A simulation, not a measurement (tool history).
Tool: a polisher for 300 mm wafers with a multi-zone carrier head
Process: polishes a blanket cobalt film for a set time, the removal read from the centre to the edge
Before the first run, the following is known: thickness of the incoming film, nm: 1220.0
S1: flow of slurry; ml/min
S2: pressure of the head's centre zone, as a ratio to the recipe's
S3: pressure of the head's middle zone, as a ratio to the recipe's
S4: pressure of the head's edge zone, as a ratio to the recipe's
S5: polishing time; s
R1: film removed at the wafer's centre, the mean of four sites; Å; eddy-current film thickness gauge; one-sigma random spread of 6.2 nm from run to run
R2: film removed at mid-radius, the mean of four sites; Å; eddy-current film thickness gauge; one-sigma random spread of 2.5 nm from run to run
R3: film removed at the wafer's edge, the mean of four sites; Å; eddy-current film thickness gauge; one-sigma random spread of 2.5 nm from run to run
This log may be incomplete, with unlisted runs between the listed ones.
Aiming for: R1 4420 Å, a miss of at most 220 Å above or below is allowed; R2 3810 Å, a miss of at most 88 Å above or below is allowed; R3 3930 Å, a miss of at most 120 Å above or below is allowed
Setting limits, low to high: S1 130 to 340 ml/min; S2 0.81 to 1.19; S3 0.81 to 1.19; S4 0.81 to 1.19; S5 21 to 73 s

run	hour	S1	S2	S3	S4	S5	R1	R2	R3
1	0	220	1	1	1	47	2910.5	2856.7	2881.4
2	1.3	220	1	1	1.08	47	2812.1	2843.2	2945.7
3	8	220	1.06	1	1.08	47	3036	2829.2	2973.6
4	11.3	235	1.1	1.02	1.1	50	3290	3101.4	3210.2
5	16.2	235	1.1	1.02	1.1	43	2894.8	2665	2731.6
6	22.5	235	1.1	1.02	1.04	43	2898.6	2664.9	2692.6
7	25.6	270	1.17	1.03	1.14	56	4069.6	3571.4	3692.7
8	30.8	275	1.18	1.03	1.14	57	4252.1	3649.8	3738.8
9	34.4	280	1.18	1.03	1.15	57	4339.1	3619.1	3765.1
10	36.5	280	1.18	1.04	1.16	57	4348	3666.1	3777
11	40.5	280	1.17	1.04	1.17	57	4216.7	3670.9	3751.4

Exactly one of the 4 candidate moves below puts every result within its allowed miss. Which one?
A	44.5	255	1.03	1.03	1.19	63	?	?	?
B	44.5	280	1.18	1.04	1.19	59	?	?	?
C	44.5	290	1.03	1.06	1.19	58	?	?	?
D	44.5	270	1.15	1.08	1.19	62	?	?	?

move	R1	R2	R3
A	4056	3997.6	4117.5
B	4387	3812.8	3887.3
C	3795.7	3826.8	3831.5
D	4477.1	4121.4	4070.2
A: carries the result that was furthest off beyond its target, to the other side
B: every result lands within tolerance
C: the worst result of the last run now meets its target, but another is out of spec
D: carries the result that was furthest off beyond its target, to the other side
So the answer is move B, the one that meets all the targets.
